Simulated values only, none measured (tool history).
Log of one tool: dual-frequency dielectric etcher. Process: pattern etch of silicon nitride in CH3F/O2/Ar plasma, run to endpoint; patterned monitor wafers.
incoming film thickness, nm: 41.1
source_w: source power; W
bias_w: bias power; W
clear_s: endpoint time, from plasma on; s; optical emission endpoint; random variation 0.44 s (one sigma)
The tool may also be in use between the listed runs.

run 1 hour=0.0 | source_w=400 bias_w=53 | clear_s=59.974
run 2 hour=4.8 | source_w=390 bias_w=53 | clear_s=60.191
run 3 hour=8.6 | source_w=420 bias_w=53 | clear_s=58.835
run 4 hour=9.7 | source_w=420 bias_w=44 | clear_s=61.773
run 5 hour=10.6 | source_w=420 bias_w=51 | clear_s=59.724
run 6 hour=15.3 | source_w=420 bias_w=48 | clear_s=60.653
run 7 hour=19.8 | source_w=410 bias_w=48 | clear_s=60.574
run 8 hour=26.2 | source_w=400 bias_w=47 | clear_s=62.584
run 9 hour=31.6 | source_w=390 bias_w=47 | clear_s=63.259

Forecast run 10:
run 10 hour=36.8 | source_w=370 bias_w=46 | clear_s=?

{"run 10": {"clear_s": 64.755}}
